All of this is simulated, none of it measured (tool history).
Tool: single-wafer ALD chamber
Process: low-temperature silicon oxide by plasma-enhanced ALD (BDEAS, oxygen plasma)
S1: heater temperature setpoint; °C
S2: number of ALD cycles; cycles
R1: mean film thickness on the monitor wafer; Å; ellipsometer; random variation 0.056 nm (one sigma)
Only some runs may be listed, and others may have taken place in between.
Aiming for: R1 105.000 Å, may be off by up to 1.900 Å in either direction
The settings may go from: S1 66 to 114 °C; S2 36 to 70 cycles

Run 1, day 0.000: S1 90 °C, S2 53 cycles. Result: R1 84.610 Å.
Run 2, day 0.358: S1 90 °C, S2 49 cycles. Result: R1 77.433 Å.
Run 3, day 0.662: S1 90 °C, S2 54 cycles. Result: R1 84.687 Å.
Run 4, day 0.854: S1 90 °C, S2 61 cycles. Result: R1 96.821 Å.
Run 5, day 0.988: S1 82 °C, S2 61 cycles. Result: R1 100.040 Å.
Run 6, day 1.279: S1 77 °C, S2 61 cycles. Result: R1 102.600 Å.
Run 7, day 1.442: S1 77 °C, S2 61 cycles. Result: R1 101.480 Å.
Run 8, day 1.471: S1 76 °C, S2 61 cycles. Result: R1 102.490 Å.
Run 9, day 1.662: S1 75 °C, S2 61 cycles. Result: R1 102.100 Å.

Which single option among these 4 for the next run brings every result within its allowed miss of target? Just one does.
Run A, day 1.854: S1 70 °C, S2 61 cycles. Result: R1 ?.
Run B, day 1.854: S1 75 °C, S2 60 cycles. Result: R1 ?.
Run C, day 1.854: S1 74 °C, S2 60 cycles. Result: R1 ?.
Run D, day 1.854: S1 69 °C, S2 63 cycles. Result: R1 ?.

move       R1
   A  105.570
   B  101.930
   C  102.310
   D  109.430
A: all results in spec
B: the biggest miss grows against the last run
C: gains on the last run, yet a result remains outside its allowed miss
D: takes the biggest miss from the last run beyond its target
Go with A: it meets all targets.
